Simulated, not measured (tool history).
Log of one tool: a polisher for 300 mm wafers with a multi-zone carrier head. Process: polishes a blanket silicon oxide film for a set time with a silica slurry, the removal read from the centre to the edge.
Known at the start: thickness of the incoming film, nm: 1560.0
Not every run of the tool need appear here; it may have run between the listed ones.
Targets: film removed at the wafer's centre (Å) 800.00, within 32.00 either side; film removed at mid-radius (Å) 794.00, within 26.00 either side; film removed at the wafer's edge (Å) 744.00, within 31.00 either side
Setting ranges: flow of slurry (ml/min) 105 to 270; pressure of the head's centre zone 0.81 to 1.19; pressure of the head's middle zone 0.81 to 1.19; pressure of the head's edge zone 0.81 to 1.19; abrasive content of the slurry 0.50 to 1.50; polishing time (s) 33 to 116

run	hour	flow of slurry (ml/min)	pressure of the head's centre zone	pressure of the head's middle zone	pressure of the head's edge zone	abrasive content of the slurry	polishing time (s)	film removed at the wafer's centre (Å)	film removed at mid-radius (Å)	film removed at the wafer's edge (Å)
1	0.0	175	1.00	1.00	1.00	1.00	74	1586.60	1551.10	1477.30
2	7.1	175	1.00	1.00	0.95	1.00	74	1547.60	1576.40	1497.20
3	14.0	135	1.00	1.00	0.95	1.00	74	1503.80	1484.30	1445.40
4	19.5	140	1.00	1.00	0.95	0.90	67	1274.40	1255.70	1258.30
5	21.3	140	1.00	1.00	1.00	0.90	67	1257.40	1283.20	1248.10
6	26.5	140	0.93	1.00	1.00	0.90	67	1161.70	1293.70	1246.10
7	32.0	150	0.96	1.02	1.00	0.80	61	1008.60	1112.60	1073.20
8	37.1	150	1.06	1.01	0.90	0.55	52	702.51	680.89	639.48
9	39.1	155	1.06	1.02	0.93	0.55	52	714.53	682.48	639.70
10	44.6	155	1.06	1.03	0.96	0.55	52	694.37	685.64	649.79
11	45.6	160	1.05	1.02	0.95	0.55	52	720.41	678.07	647.19
12	46.9	160	1.05	1.02	0.95	0.55	52	695.00	684.25	653.73
13	55.5	160	1.05	1.02	0.95	0.60	52	772.34	745.19	719.71

4 candidate next runs follow, results not yet known. Just one meets every target within its allowed miss. Identify it.
A	64.1	185	1.09	0.82	0.97	0.85	37	?	?	?
B	64.1	190	1.04	1.06	0.99	0.60	53	?	?	?
C	64.1	175	1.03	1.16	0.96	0.60	55	?	?	?
D	64.1	165	1.06	0.85	1.15	1.10	33	?	?	?

move	film removed at the wafer's centre (Å)	film removed at mid-radius (Å)	film removed at the wafer's edge (Å)
A	790.62	650.58	669.16
B	821.10	794.61	730.24
C	831.56	850.76	742.40
D	781.87	673.35	725.89
A: further off than the last run
B: hits every target within its allowed miss
C: carries the result that was furthest off beyond its target, to the other side
D: further off than the last run
Answer: B
